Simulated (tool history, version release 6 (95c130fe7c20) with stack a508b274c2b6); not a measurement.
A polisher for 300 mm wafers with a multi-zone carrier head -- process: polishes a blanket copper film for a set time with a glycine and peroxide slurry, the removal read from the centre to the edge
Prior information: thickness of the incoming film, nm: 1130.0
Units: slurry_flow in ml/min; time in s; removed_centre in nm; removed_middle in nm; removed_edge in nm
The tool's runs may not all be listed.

{"run": 1, "hour": 0.0, "slurry_flow": 280, "centre_zone": 1, "middle_zone": 1, "edge_zone": 1, "time": 76, "removed_centre": 256.56, "removed_middle": 258.58, "removed_edge": 254.27}
{"run": 2, "hour": 8.6, "slurry_flow": 280, "centre_zone": 1, "middle_zone": 1.03, "edge_zone": 1, "time": 76, "removed_centre": 259.02, "removed_middle": 266.58, "removed_edge": 253.73}
{"run": 3, "hour": 10.5, "slurry_flow": 280, "centre_zone": 1, "middle_zone": 0.99, "edge_zone": 1, "time": 76, "removed_centre": 256.19, "removed_middle": 257.1, "removed_edge": 257.06}
{"run": 4, "hour": 19.0, "slurry_flow": 345, "centre_zone": 1, "middle_zone": 0.99, "edge_zone": 1, "time": 76, "removed_centre": 265.44, "removed_middle": 260.74, "removed_edge": 261.21}
{"run": 5, "hour": 22.4, "slurry_flow": 345, "centre_zone": 1, "middle_zone": 0.99, "edge_zone": 1, "time": 83, "removed_centre": 283.91, "removed_middle": 284.74, "removed_edge": 283.09}
{"run": 6, "hour": 25.5, "slurry_flow": 345, "centre_zone": 0.99, "middle_zone": 1.03, "edge_zone": 1.01, "time": 85, "removed_centre": 287.03, "removed_middle": 301.24, "removed_edge": 287.4}
{"run": 7, "hour": 29.9, "slurry_flow": 345, "centre_zone": 0.99, "middle_zone": 1.05, "edge_zone": 1.02, "time": 87, "removed_centre": 290.29, "removed_middle": 312.6, "removed_edge": 296.59}

The next listed run, before its measurement:
{"run": 8, "hour": 38.6, "slurry_flow": 345, "centre_zone": 0.99, "middle_zone": 1.07, "edge_zone": 1.03, "time": 89, "removed_centre": "?", "removed_middle": "?", "removed_edge": "?"}

removed_centre: 302.37 nm
removed_middle: 321.34 nm
removed_edge: 306.31 nm

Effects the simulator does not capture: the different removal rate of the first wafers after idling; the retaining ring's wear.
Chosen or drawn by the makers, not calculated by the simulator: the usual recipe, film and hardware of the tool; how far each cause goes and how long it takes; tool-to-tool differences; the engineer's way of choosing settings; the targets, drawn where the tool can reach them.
